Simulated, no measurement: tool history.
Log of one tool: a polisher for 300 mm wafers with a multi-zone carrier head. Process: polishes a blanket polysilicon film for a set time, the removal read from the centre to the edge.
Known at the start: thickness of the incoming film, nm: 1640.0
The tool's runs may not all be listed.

run,day,flow of slurry (ml/min),pressure of the head's centre zone,pressure of the head's middle zone,pressure of the head's edge zone,polishing time (s),film removed at the wafer's centre (nm),film removed at mid-radius (nm),film removed at the wafer's edge (nm)
1,0,250,1,1,1,49,483.18,472.77,452.37
2,0.054,255,1,1.03,1.02,51,488.8,490.19,479.95
3,0.246,255,1,1.09,1.02,51,492.68,527.37,478.7
4,0.408,255,1,1.09,1.09,51,498.25,535.43,493.89
5,0.454,255,1.06,1.09,1.09,51,523.91,526.09,492
6,0.771,255,1.06,1.09,1.13,51,532.97,515.07,500.35
7,1.012,265,1.05,1.1,1.13,53,547.48,551.26,525.04

Forecast run 8:
8,1.367,335,1.02,1.19,1.14,62,?,?,?

Run 8 gave film removed at the wafer's centre (nm) 630.19, film removed at mid-radius (nm) 679.65, film removed at the wafer's edge (nm) 631.48.
